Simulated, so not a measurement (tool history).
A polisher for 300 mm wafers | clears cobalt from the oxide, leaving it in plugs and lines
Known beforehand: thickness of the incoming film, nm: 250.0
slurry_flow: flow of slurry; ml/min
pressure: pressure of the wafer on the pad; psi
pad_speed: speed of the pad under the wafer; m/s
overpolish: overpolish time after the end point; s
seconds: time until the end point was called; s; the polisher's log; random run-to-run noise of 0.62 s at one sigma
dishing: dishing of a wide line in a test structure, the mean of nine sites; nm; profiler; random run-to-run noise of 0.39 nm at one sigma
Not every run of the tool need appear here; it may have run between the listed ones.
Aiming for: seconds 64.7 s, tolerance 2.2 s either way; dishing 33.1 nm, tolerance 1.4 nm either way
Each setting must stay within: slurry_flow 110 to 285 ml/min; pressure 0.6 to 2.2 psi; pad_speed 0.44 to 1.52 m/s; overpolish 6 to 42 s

Run 1, hour 0: slurry_flow 180 ml/min, pressure 1.4 psi, pad_speed 0.98 m/s, overpolish 21 s. Result: seconds 75.081 s, dishing 34.713 nm.
Run 2, hour 8: slurry_flow 180 ml/min, pressure 1.4 psi, pad_speed 0.98 m/s, overpolish 20 s. Result: seconds 76.264 s, dishing 34.149 nm.
Run 3, hour 14.2: slurry_flow 150 ml/min, pressure 1.4 psi, pad_speed 0.98 m/s, overpolish 20 s. Result: seconds 78.375 s, dishing 34.154 nm.
Run 4, hour 22.1: slurry_flow 185 ml/min, pressure 1.4 psi, pad_speed 0.98 m/s, overpolish 20 s. Result: seconds 75.229 s, dishing 33.392 nm.
Run 5, hour 25: slurry_flow 190 ml/min, pressure 1.4 psi, pad_speed 0.98 m/s, overpolish 20 s. Result: seconds 75.306 s, dishing 34.354 nm.
Run 6, hour 30.9: slurry_flow 190 ml/min, pressure 1.4 psi, pad_speed 1.1 m/s, overpolish 20 s. Result: seconds 66.148 s, dishing 35.881 nm.
Run 7, hour 31.8: slurry_flow 190 ml/min, pressure 1.4 psi, pad_speed 1.1 m/s, overpolish 19 s. Result: seconds 67.3 s, dishing 35.436 nm.
Run 8, hour 34.8: slurry_flow 205 ml/min, pressure 1.5 psi, pad_speed 1.1 m/s, overpolish 13 s. Result: seconds 61.453 s, dishing 30.522 nm.
Run 9, hour 35.9: slurry_flow 200 ml/min, pressure 1.5 psi, pad_speed 1.1 m/s, overpolish 13 s. Result: seconds 62.792 s, dishing 30.464 nm.
Run 10, hour 39.2: slurry_flow 185 ml/min, pressure 1.5 psi, pad_speed 1.1 m/s, overpolish 19 s. Result: seconds 63.44 s, dishing 35.218 nm.
Run 11, hour 42.3: slurry_flow 185 ml/min, pressure 1.5 psi, pad_speed 1.1 m/s, overpolish 18 s. Result: seconds 64.212 s, dishing 34.558 nm.

Which one of the following 4 next-run settings gets every result inside its allowed miss? There is exactly one.
Run A, hour 45.4: slurry_flow 145 ml/min, pressure 1.4 psi, pad_speed 1.2 m/s, overpolish 16 s. Result: seconds ?, dishing ?.
Run B, hour 45.4: slurry_flow 170 ml/min, pressure 1.3 psi, pad_speed 1.16 m/s, overpolish 17 s. Result: seconds ?, dishing ?.
Run C, hour 45.4: slurry_flow 205 ml/min, pressure 1.4 psi, pad_speed 1.14 m/s, overpolish 21 s. Result: seconds ?, dishing ?.
Run D, hour 45.4: slurry_flow 210 ml/min, pressure 1.3 psi, pad_speed 1.22 m/s, overpolish 22 s. Result: seconds ?, dishing ?.

move  seconds  dishing
   A    64.29   33.347
   B   68.734   33.298
   C   63.572    36.88
   D   63.551   37.379
A: each result inside its tolerance
B: the furthest-off result lands on target, but another misses its tolerance
C: lands further from the targets than the last run did
D: lands further from the targets than the last run did
The move that meets every target is A.
